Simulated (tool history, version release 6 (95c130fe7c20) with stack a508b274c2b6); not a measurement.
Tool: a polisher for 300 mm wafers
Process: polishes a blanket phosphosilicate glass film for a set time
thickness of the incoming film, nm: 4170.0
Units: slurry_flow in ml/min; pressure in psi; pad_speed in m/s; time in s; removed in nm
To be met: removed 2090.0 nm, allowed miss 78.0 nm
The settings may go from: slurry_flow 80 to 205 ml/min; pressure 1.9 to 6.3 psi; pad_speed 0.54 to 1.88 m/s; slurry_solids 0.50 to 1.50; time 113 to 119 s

run 1 hour=0.0 | slurry_flow=135 pressure=4.1 pad_speed=1.20 slurry_solids=1.00 time=113 | removed=1691.9
run 2 hour=2.0 | slurry_flow=140 pressure=4.3 pad_speed=1.20 slurry_solids=1.00 time=113 | removed=1776.1
run 3 hour=8.8 | slurry_flow=140 pressure=4.4 pad_speed=1.20 slurry_solids=1.00 time=113 | removed=1830.7
run 4 hour=13.3 | slurry_flow=140 pressure=4.4 pad_speed=1.20 slurry_solids=1.00 time=119 | removed=1915.9
run 5 hour=15.8 | slurry_flow=140 pressure=4.5 pad_speed=1.20 slurry_solids=1.00 time=119 | removed=1983.5
run 6 hour=18.2 | slurry_flow=140 pressure=4.5 pad_speed=1.00 slurry_solids=1.00 time=119 | removed=1719.1
run 7 hour=21.0 | slurry_flow=140 pressure=4.7 pad_speed=1.00 slurry_solids=1.00 time=119 | removed=1776.2
run 8 hour=29.1 | slurry_flow=145 pressure=4.8 pad_speed=1.00 slurry_solids=1.00 time=119 | removed=1837.6
run 9 hour=33.2 | slurry_flow=145 pressure=4.9 pad_speed=1.00 slurry_solids=1.00 time=119 | removed=1873.9
run 10 hour=38.6 | slurry_flow=145 pressure=5.0 pad_speed=1.00 slurry_solids=1.00 time=119 | removed=1903.6
run 11 hour=46.3 | slurry_flow=145 pressure=5.1 pad_speed=1.00 slurry_solids=1.00 time=119 | removed=1941.0
run 12 hour=48.7 | slurry_flow=145 pressure=5.2 pad_speed=1.00 slurry_solids=1.00 time=119 | removed=1933.9

Which of these 4 next moves meets every target?
run A hour=51.1 | slurry_flow=175 pressure=4.9 pad_speed=1.04 slurry_solids=1.10 time=119 | removed=?
run B hour=51.1 | slurry_flow=115 pressure=5.6 pad_speed=0.94 slurry_solids=0.90 time=119 | removed=?
run C hour=51.1 | slurry_flow=120 pressure=5.9 pad_speed=0.88 slurry_solids=0.90 time=119 | removed=?
run D hour=51.1 | slurry_flow=155 pressure=5.4 pad_speed=1.06 slurry_solids=0.85 time=113 | removed=?

move=A removed=2083.8
move=B removed=1886.4
move=C removed=1910.9
move=D removed=1883.5
A: meets every target
B: further off than the last run
C: further off than the last run
D: further off than the last run
The right move is A.
